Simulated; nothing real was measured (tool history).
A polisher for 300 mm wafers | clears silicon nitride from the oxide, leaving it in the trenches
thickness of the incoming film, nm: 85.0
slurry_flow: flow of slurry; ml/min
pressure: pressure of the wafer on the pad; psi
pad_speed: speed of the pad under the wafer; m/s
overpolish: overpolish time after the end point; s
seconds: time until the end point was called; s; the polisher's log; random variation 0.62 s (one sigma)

| run | hour | slurry_flow | pressure | pad_speed | overpolish | seconds |
|---|---|---|---|---|---|---|
| 1 | 0 | 155 | 2.4 | 1.2 | 3 | 96.932 |
| 2 | 6.2 | 155 | 2.5 | 1.2 | 3 | 94.388 |
| 3 | 7.7 | 155 | 2.5 | 1.48 | 3 | 76.928 |
| 4 | 8.8 | 155 | 2.6 | 1.48 | 3 | 73.969 |
| 5 | 12.4 | 120 | 2.6 | 1.48 | 3 | 77.233 |
| 6 | 20.2 | 125 | 2.7 | 1.48 | 3 | 75.124 |

Run 7 comes next. What will it give?
| 7 | 24.6 | 130 | 2.8 | 1.48 | 3 | ? |

Run 7 gave seconds 71.631 s.
